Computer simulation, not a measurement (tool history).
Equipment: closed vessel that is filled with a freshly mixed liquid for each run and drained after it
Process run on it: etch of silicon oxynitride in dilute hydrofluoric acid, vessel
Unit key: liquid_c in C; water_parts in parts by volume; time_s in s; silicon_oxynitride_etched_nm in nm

run,hour,liquid_c,water_parts,time_s,silicon_oxynitride_etched_nm
1,0.0,23.0,95,875,23.530
2,8.7,25.5,95,875,26.357
3,17.5,25.5,115,875,21.597
4,24.7,25.5,85,875,30.147
5,27.4,24.0,85,875,27.659
6,29.0,23.0,90,875,24.751
7,33.7,22.0,95,875,22.295
8,35.2,21.0,100,875,20.428
9,42.2,20.5,105,875,18.859

Predict the results of run 10:
10,44.5,20.0,110,875,?

Run 10 gave silicon_oxynitride_etched_nm 17.718 nm.
